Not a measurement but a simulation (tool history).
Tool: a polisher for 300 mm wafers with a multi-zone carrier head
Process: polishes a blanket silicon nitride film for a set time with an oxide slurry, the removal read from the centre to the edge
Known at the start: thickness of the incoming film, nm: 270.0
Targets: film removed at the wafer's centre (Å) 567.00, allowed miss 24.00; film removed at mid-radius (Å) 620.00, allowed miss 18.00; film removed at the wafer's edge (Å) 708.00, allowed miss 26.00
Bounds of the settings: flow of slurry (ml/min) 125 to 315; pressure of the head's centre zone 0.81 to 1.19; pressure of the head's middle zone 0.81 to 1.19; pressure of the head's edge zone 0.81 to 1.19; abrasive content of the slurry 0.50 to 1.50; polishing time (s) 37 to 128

run    day  flow of slurry (ml/min)  pressure of the head's centre zone  pressure of the head's middle zone  pressure of the head's edge zone  abrasive content of the slurry  polishing time (s)  film removed at the wafer's centre (Å)  film removed at mid-radius (Å)  film removed at the wafer's edge (Å)
  1  0.000                      205                                1.00                                1.00                              1.00                            1.00                  82                                  687.58                          694.54                                709.00
  2  0.283                      205                                1.06                                1.00                              1.00                            1.00                  82                                  722.47                          692.27                                696.71
  3  0.492                      205                                1.06                                1.00                              1.05                            1.00                  82                                  718.54                          702.43                                705.52
  4  0.758                      195                                1.01                                0.98                              1.06                            1.00                  82                                  671.38                          676.97                                720.98
  5  0.900                      185                                0.98                                0.97                              1.06                            1.00                  82                                  650.03                          669.17                                711.36
  6  1.054                      185                                0.98                                0.97                              1.10                            1.00                  82                                  647.59                          664.51                                741.67
  7  1.225                      175                                0.96                                0.97                              1.09                            1.00                  82                                  642.16                          651.65                                718.20
  8  1.300                      170                                0.93                                0.97                              1.09                            1.00                  82                                  615.47                          660.31                                717.25
  9  1.467                      165                                0.92                                0.96                              1.09                            1.00                  82                                  614.62                          642.86                                719.27
 10  1.721                      160                                0.90                                0.96                              1.09                            1.00                  82                                  579.62                          648.96                                714.26

Which of these 4 next moves meets every target?
  A  1.975                      160                                0.86                                1.01                              1.05                            1.00                  85                                       ?                               ?                                     ?
  B  1.975                      145                                0.92                                0.98                              1.10                            1.05                  84                                       ?                               ?                                     ?
  C  1.975                      150                                0.90                                0.98                              1.17                            0.85                  85                                       ?                               ?                                     ?
  D  1.975                      190                                0.83                                1.00                              1.07                            1.05                  78                                       ?                               ?                                     ?

move  film removed at the wafer's centre (Å)  film removed at mid-radius (Å)  film removed at the wafer's edge (Å)
   A                                  612.79                          689.06                                740.45
   B                                  638.54                          663.95                                753.95
   C                                  578.18                          611.58                                714.83
   D                                  579.36                          662.52                                718.30
A: further off than the last run
B: further off than the last run
C: meets every target
D: further off than the last run
Answer: C
